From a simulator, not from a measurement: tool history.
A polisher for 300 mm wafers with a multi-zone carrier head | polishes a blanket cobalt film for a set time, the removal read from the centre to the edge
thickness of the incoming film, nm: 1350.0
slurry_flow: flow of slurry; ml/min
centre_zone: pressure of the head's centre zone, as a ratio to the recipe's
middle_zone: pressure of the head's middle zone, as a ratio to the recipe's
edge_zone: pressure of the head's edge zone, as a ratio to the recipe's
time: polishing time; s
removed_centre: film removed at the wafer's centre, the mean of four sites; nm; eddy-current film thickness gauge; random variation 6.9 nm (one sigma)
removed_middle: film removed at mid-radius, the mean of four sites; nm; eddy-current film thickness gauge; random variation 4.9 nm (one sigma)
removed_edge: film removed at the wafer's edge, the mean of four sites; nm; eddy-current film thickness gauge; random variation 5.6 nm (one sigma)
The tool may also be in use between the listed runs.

run 1 hour=0.0 | slurry_flow=190 centre_zone=1.00 middle_zone=1.00 edge_zone=1.00 time=82 | removed_centre=398.26 removed_middle=394.53 removed_edge=392.43
run 2 hour=1.2 | slurry_flow=190 centre_zone=0.92 middle_zone=1.00 edge_zone=1.00 time=82 | removed_centre=362.82 removed_middle=399.78 removed_edge=386.25
run 3 hour=3.2 | slurry_flow=225 centre_zone=0.92 middle_zone=1.00 edge_zone=1.00 time=82 | removed_centre=373.32 removed_middle=408.26 removed_edge=399.59
run 4 hour=11.9 | slurry_flow=230 centre_zone=0.97 middle_zone=1.01 edge_zone=1.01 time=83 | removed_centre=415.76 removed_middle=417.00 removed_edge=402.18
run 5 hour=18.4 | slurry_flow=235 centre_zone=0.99 middle_zone=1.00 edge_zone=1.03 time=85 | removed_centre=422.44 removed_middle=429.63 removed_edge=422.36
run 6 hour=27.2 | slurry_flow=235 centre_zone=0.99 middle_zone=1.00 edge_zone=0.99 time=85 | removed_centre=426.31 removed_middle=427.04 removed_edge=409.68

Forecast run 7:
run 7 hour=28.7 | slurry_flow=240 centre_zone=1.02 middle_zone=1.00 edge_zone=1.01 time=86 | removed_centre=? removed_middle=? removed_edge=?

{"run 7": {"removed_centre": 442.76, "removed_middle": 426.66, "removed_edge": 423.75}}
